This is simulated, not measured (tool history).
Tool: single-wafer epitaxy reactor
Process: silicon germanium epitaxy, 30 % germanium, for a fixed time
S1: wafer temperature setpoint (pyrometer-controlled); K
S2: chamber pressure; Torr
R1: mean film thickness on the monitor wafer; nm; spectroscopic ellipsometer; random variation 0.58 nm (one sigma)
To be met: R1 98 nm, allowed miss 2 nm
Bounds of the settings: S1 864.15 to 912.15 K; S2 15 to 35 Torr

{"run": 1, "hour": 0.0, "S1": 888.15, "S2": 25, "R1": 81.517}
{"run": 2, "hour": 7.9, "S1": 890.15, "S2": 25.1, "R1": 84.687}
{"run": 3, "hour": 11.0, "S1": 892.15, "S2": 25.2, "R1": 87.514}
{"run": 4, "hour": 12.9, "S1": 892.15, "S2": 28.6, "R1": 90.529}
{"run": 5, "hour": 21.1, "S1": 892.15, "S2": 26.1, "R1": 87.863}
{"run": 6, "hour": 28.8, "S1": 886.15, "S2": 26.1, "R1": 79.709}
{"run": 7, "hour": 34.2, "S1": 889.15, "S2": 26.2, "R1": 83.956}
{"run": 8, "hour": 39.4, "S1": 891.15, "S2": 26.3, "R1": 87.125}
{"run": 9, "hour": 46.8, "S1": 893.15, "S2": 26.4, "R1": 89.588}
{"run": 10, "hour": 53.1, "S1": 894.15, "S2": 26.5, "R1": 91.7}
{"run": 11, "hour": 57.8, "S1": 895.15, "S2": 26.5, "R1": 92.385}
{"run": 12, "hour": 62.8, "S1": 896.15, "S2": 26.5, "R1": 94.518}
{"run": 13, "hour": 65.2, "S1": 897.15, "S2": 26.6, "R1": 95.748}

Which of these 5 next moves meets every target?
{"run": "A", "hour": 67.6, "S1": 901.15, "S2": 28.5, "R1": "?"}
{"run": "B", "hour": 67.6, "S1": 899.15, "S2": 29.2, "R1": "?"}
{"run": "C", "hour": 67.6, "S1": 896.15, "S2": 25.9, "R1": "?"}
{"run": "D", "hour": 67.6, "S1": 897.15, "S2": 28.4, "R1": "?"}
{"run": "E", "hour": 67.6, "S1": 894.15, "S2": 27.8, "R1": "?"}

move=A R1=104.49
move=B R1=102.24
move=C R1=93.637
move=D R1=98.203
move=E R1=93.092
A: takes the result that was furthest off past its target
B: takes the result that was furthest off past its target
C: further off than the last run
D: meets every target
E: further off than the last run
Move D is the one to make.
